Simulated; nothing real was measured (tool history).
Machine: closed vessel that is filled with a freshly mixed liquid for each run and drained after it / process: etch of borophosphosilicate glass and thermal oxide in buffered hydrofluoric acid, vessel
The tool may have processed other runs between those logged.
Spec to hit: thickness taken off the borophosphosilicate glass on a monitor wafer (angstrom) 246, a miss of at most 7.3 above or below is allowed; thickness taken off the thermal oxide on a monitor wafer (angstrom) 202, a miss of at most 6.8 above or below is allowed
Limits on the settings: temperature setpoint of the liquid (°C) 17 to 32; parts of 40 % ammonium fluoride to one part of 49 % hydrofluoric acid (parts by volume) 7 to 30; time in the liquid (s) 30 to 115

run	hour	temperature setpoint of the liquid (°C)	parts of 40 % ammonium fluoride to one part of 49 % hydrofluoric acid (parts by volume)	time in the liquid (s)	thickness taken off the borophosphosilicate glass on a monitor wafer (angstrom)	thickness taken off the thermal oxide on a monitor wafer (angstrom)
1	0	24	20	60	397.27	324.62
2	6.6	24	18	60	441.98	360.85
3	9.2	22	19.5	60	359.77	301.79
4	11.4	21	21	60	323.25	267.1
5	15.3	19	21	60	294.2	238
6	20.9	18.5	21.5	60	277.43	225.45
7	21.9	18	22	60	265.47	216.63
8	24.1	17.5	22	60	260.46	208.21
9	27	17.5	22.5	60	256.55	207.09

Exactly one of the 4 candidate moves below puts every result within its allowed miss. Which one?
A	29.9	20	22	50	?	?
B	29.9	17	23	65	?	?
C	29.9	21	21.5	50	?	?
D	29.9	17.5	16	45	?	?

move	thickness taken off the borophosphosilicate glass on a monitor wafer (angstrom)	thickness taken off the thermal oxide on a monitor wafer (angstrom)
A	248.36	199.61
B	264.55	212.25
C	266.72	214.49
D	259.04	207.6
A: all results in spec
B: further off than the last run
C: further off than the last run
D: further off than the last run
Answer: A
